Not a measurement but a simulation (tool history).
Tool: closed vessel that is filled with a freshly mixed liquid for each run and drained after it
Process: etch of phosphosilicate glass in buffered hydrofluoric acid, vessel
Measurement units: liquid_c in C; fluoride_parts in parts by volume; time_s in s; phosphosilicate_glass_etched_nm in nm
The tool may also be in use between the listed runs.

run    day  liquid_c  fluoride_parts  time_s  phosphosilicate_glass_etched_nm
  1      0        23            17.5     100                           262.67
  2  0.321        25            17.5     100                           290.69
  3  0.654      25.5            17.5     100                           298.94
  4  0.883      25.5            17.5     110                           326.49
  5  1.171      25.5            17.5     110                           332.84
  6  1.262      25.5              13     110                           443.05

Run 7, settings as shown, results not yet in. Your forecast:
  7  1.646        24              13     110                                ?

{"run 7": {"phosphosilicate_glass_etched_nm": 408.39}}
